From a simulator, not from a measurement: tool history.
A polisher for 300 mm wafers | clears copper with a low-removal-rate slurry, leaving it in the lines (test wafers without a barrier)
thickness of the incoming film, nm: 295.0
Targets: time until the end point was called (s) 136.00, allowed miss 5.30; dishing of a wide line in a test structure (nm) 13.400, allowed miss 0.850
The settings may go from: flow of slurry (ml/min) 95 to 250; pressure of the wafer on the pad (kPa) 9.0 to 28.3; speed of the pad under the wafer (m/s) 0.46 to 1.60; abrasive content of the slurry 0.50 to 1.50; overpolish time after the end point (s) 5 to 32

run    day  flow of slurry (ml/min)  pressure of the wafer on the pad (kPa)  speed of the pad under the wafer (m/s)  abrasive content of the slurry  overpolish time after the end point (s)  time until the end point was called (s)  dishing of a wide line in a test structure (nm)
  1  0.000                      160                                    18.6                                    1.02                            1.00                                       16                                   106.47                                           20.214
  2  0.304                      160                                    18.6                                    1.02                            1.10                                       16                                   101.99                                           19.772
  3  0.400                      160                                    18.6                                    1.02                            1.00                                       16                                   105.91                                           19.419
  4  0.654                      160                                    17.2                                    1.02                            1.00                                       14                                   113.36                                           17.327
  5  0.712                      160                                    16.5                                    1.02                            1.00                                       13                                   120.14                                           16.638
  6  1.046                      160                                    15.9                                    1.02                            1.00                                       12                                   120.84                                           14.708
  7  1.404                      155                                    15.2                                    1.02                            1.00                                       12                                   130.40                                           14.393
  8  1.517                      150                                    15.2                                    1.02                            1.00                                       12                                   129.00                                           14.803
  9  1.712                      150                                    13.8                                    1.02                            1.00                                        9                                   141.09                                           11.275
 10  1.908                      155                                    13.8                                    1.02                            1.00                                       10                                   142.46                                           11.702

Which of these 4 next moves meets every target?
  A  2.104                      140                                    15.9                                    0.92                            0.85                                       16                                        ?                                                ?
  B  2.104                      195                                    15.9                                    0.86                            1.15                                       13                                        ?                                                ?
  C  2.104                      100                                    13.1                                    1.12                            1.15                                       11                                        ?                                                ?
  D  2.104                      155                                    13.8                                    1.02                            0.95                                       12                                        ?                                                ?

move  time until the end point was called (s)  dishing of a wide line in a test structure (nm)
   A                                   146.24                                           16.168
   B                                   137.50                                           14.736
   C                                   138.49                                           13.035
   D                                   144.65                                           13.451
A: takes the result that was furthest off past its target
B: takes the result that was furthest off past its target
C: meets every target
D: brings the result that was furthest off to its target, and leaves another outside
Move C is the one to make.
